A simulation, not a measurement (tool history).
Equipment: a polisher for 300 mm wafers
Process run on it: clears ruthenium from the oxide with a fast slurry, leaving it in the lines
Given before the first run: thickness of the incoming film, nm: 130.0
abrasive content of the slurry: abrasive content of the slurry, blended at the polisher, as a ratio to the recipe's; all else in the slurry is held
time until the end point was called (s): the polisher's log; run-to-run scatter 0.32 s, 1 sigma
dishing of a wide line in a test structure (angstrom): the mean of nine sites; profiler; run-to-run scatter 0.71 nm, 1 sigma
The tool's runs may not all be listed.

run	hour	flow of slurry (ml/min)	pressure of the wafer on the pad (psi)	speed of the pad under the wafer (cm/s)	abrasive content of the slurry	overpolish time after the end point (s)	time until the end point was called (s)	dishing of a wide line in a test structure (angstrom)
1	0	270	3.2	130	1	18	20.583	824.34
2	6.3	270	2.9	130	1	17	23.06	726.96
3	11.6	270	2.7	130	1	16	24.917	638.78
4	18.8	245	2.7	130	1	16	24.967	646.5
5	26.7	245	2.7	130	1	10	24.41	429.05
6	33.1	245	2.7	152	1	10	21.288	483.21
7	34.9	245	2.5	152	1	12	22.915	534.75
8	36.6	245	2.3	152	1	13	24.302	535.63
9	39.1	240	1.7	152	1	18	32.738	553.95

What does the tool deliver on the next run?
10	39.8	265	2.1	152	1	16	?	?

Run 10 gave time until the end point was called (s) 27.036, dishing of a wide line in a test structure (angstrom) 608.16.

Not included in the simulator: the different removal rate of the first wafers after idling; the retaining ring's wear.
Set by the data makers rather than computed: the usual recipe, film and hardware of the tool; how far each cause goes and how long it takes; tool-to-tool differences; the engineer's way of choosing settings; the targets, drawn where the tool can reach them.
